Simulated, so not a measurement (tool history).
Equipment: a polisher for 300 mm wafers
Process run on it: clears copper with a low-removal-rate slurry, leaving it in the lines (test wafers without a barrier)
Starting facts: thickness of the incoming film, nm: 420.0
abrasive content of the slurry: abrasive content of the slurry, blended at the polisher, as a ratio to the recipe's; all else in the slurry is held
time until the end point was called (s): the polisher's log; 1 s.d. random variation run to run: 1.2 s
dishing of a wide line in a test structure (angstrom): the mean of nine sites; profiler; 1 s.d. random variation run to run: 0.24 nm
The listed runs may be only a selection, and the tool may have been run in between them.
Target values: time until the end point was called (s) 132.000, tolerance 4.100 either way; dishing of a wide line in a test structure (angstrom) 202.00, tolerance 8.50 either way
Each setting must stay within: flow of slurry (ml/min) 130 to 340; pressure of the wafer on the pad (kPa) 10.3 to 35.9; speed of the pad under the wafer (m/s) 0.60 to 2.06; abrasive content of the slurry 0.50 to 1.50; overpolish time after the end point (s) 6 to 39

| run | hour | flow of slurry (ml/min) | pressure of the wafer on the pad (kPa) | speed of the pad under the wafer (m/s) | abrasive content of the slurry | overpolish time after the end point (s) | time until the end point was called (s) | dishing of a wide line in a test structure (angstrom) |
|---|---|---|---|---|---|---|---|---|
| 1 | 0.0 | 220 | 22.8 | 1.32 | 1.00 | 20 | 88.305 | 234.65 |
| 2 | 2.8 | 220 | 22.8 | 1.32 | 1.00 | 12 | 89.426 | 209.87 |
| 3 | 5.4 | 220 | 20.7 | 1.32 | 1.00 | 13 | 97.572 | 208.10 |
| 4 | 12.7 | 220 | 18.6 | 1.32 | 1.00 | 13 | 105.160 | 200.63 |
| 5 | 13.3 | 215 | 17.2 | 1.32 | 1.00 | 15 | 114.080 | 198.07 |
| 6 | 15.2 | 215 | 17.2 | 1.46 | 1.00 | 15 | 106.650 | 205.58 |
| 7 | 20.5 | 205 | 15.9 | 1.46 | 1.00 | 16 | 114.240 | 208.93 |
| 8 | 24.4 | 195 | 15.2 | 1.46 | 1.00 | 16 | 119.700 | 200.72 |
| 9 | 25.3 | 175 | 13.1 | 1.44 | 1.00 | 23 | 138.570 | 218.47 |
| 10 | 27.6 | 180 | 13.1 | 1.44 | 1.00 | 21 | 141.790 | 205.29 |
| 11 | 29.4 | 190 | 13.1 | 1.44 | 1.00 | 20 | 139.530 | 207.41 |
| 12 | 36.3 | 195 | 13.1 | 1.44 | 1.00 | 19 | 138.340 | 202.94 |
| 13 | 40.0 | 200 | 13.1 | 1.44 | 1.00 | 19 | 139.800 | 203.68 |

Next run, 5 choices. One meets every target within its allowed miss, the rest don't. Which?
| A | 43.7 | 250 | 10.3 | 1.82 | 0.85 | 19 | ? | ? |
| B | 43.7 | 185 | 14.5 | 1.36 | 1.00 | 18 | ? | ? |
| C | 43.7 | 235 | 12.4 | 1.38 | 1.25 | 18 | ? | ? |
| D | 43.7 | 225 | 18.6 | 1.02 | 1.10 | 22 | ? | ? |
| E | 43.7 | 215 | 15.2 | 1.40 | 1.10 | 15 | ? | ? |

| move | time until the end point was called (s) | dishing of a wide line in a test structure (angstrom) |
|---|---|---|
| A | 146.510 | 200.48 |
| B | 133.530 | 205.27 |
| C | 141.100 | 200.63 |
| D | 121.780 | 223.26 |
| E | 121.730 | 199.41 |
A: moves away from the targets compared with the last run
B: each result inside its tolerance
C: moves away from the targets compared with the last run
D: takes the biggest miss from the last run beyond its target
E: takes the biggest miss from the last run beyond its target
Move B is the one to make.

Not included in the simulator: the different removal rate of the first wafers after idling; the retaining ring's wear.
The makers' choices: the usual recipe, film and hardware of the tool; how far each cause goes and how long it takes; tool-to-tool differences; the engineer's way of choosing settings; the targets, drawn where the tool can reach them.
